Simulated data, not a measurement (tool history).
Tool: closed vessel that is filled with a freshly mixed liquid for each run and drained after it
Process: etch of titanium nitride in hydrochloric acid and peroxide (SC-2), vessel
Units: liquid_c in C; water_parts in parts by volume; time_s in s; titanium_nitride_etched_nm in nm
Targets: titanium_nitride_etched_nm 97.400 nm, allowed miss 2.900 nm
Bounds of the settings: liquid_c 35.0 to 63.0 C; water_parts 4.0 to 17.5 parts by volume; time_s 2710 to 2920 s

{"run": 1, "hour": 0.0, "liquid_c": 47.0, "water_parts": 9.5, "time_s": 2710, "titanium_nitride_etched_nm": 52.08}
{"run": 2, "hour": 6.8, "liquid_c": 48.5, "water_parts": 9.5, "time_s": 2710, "titanium_nitride_etched_nm": 58.358}
{"run": 3, "hour": 16.6, "liquid_c": 45.5, "water_parts": 9.5, "time_s": 2710, "titanium_nitride_etched_nm": 47.07}
{"run": 4, "hour": 20.2, "liquid_c": 47.0, "water_parts": 9.5, "time_s": 2710, "titanium_nitride_etched_nm": 52.503}
{"run": 5, "hour": 25.5, "liquid_c": 47.0, "water_parts": 7.5, "time_s": 2710, "titanium_nitride_etched_nm": 62.533}
{"run": 6, "hour": 28.8, "liquid_c": 47.0, "water_parts": 7.5, "time_s": 2710, "titanium_nitride_etched_nm": 63.306}
{"run": 7, "hour": 32.3, "liquid_c": 48.0, "water_parts": 7.5, "time_s": 2710, "titanium_nitride_etched_nm": 67.374}
{"run": 8, "hour": 40.6, "liquid_c": 49.0, "water_parts": 7.5, "time_s": 2710, "titanium_nitride_etched_nm": 72.459}
{"run": 9, "hour": 47.6, "liquid_c": 49.5, "water_parts": 7.5, "time_s": 2710, "titanium_nitride_etched_nm": 74.895}
{"run": 10, "hour": 56.4, "liquid_c": 50.0, "water_parts": 7.5, "time_s": 2710, "titanium_nitride_etched_nm": 77.226}
{"run": 11, "hour": 64.7, "liquid_c": 50.5, "water_parts": 7.5, "time_s": 2710, "titanium_nitride_etched_nm": 80.435}
{"run": 12, "hour": 68.4, "liquid_c": 51.0, "water_parts": 7.5, "time_s": 2710, "titanium_nitride_etched_nm": 82.541}
{"run": 13, "hour": 74.7, "liquid_c": 51.5, "water_parts": 7.5, "time_s": 2710, "titanium_nitride_etched_nm": 85.92}
{"run": 14, "hour": 80.0, "liquid_c": 51.5, "water_parts": 7.5, "time_s": 2710, "titanium_nitride_etched_nm": 85.446}
{"run": 15, "hour": 83.4, "liquid_c": 52.0, "water_parts": 7.5, "time_s": 2710, "titanium_nitride_etched_nm": 88.103}

Which of these 5 next moves meets every target?
{"run": "A", "hour": 86.8, "liquid_c": 51.5, "water_parts": 7.5, "time_s": 2920, "titanium_nitride_etched_nm": "?"}
{"run": "B", "hour": 86.8, "liquid_c": 50.5, "water_parts": 8.0, "time_s": 2835, "titanium_nitride_etched_nm": "?"}
{"run": "C", "hour": 86.8, "liquid_c": 51.0, "water_parts": 6.0, "time_s": 2710, "titanium_nitride_etched_nm": "?"}
{"run": "D", "hour": 86.8, "liquid_c": 53.0, "water_parts": 7.0, "time_s": 2890, "titanium_nitride_etched_nm": "?"}
{"run": "E", "hour": 86.8, "liquid_c": 50.0, "water_parts": 7.0, "time_s": 2710, "titanium_nitride_etched_nm": "?"}

move=A titanium_nitride_etched_nm=91.619
move=B titanium_nitride_etched_nm=79.086
move=C titanium_nitride_etched_nm=97.687
move=D titanium_nitride_etched_nm=105.640
move=E titanium_nitride_etched_nm=81.249
A: nearer than the last run, and not there yet
B: further off than the last run
C: meets every target
D: takes the result that was furthest off past its target
E: further off than the last run
The right move is C.
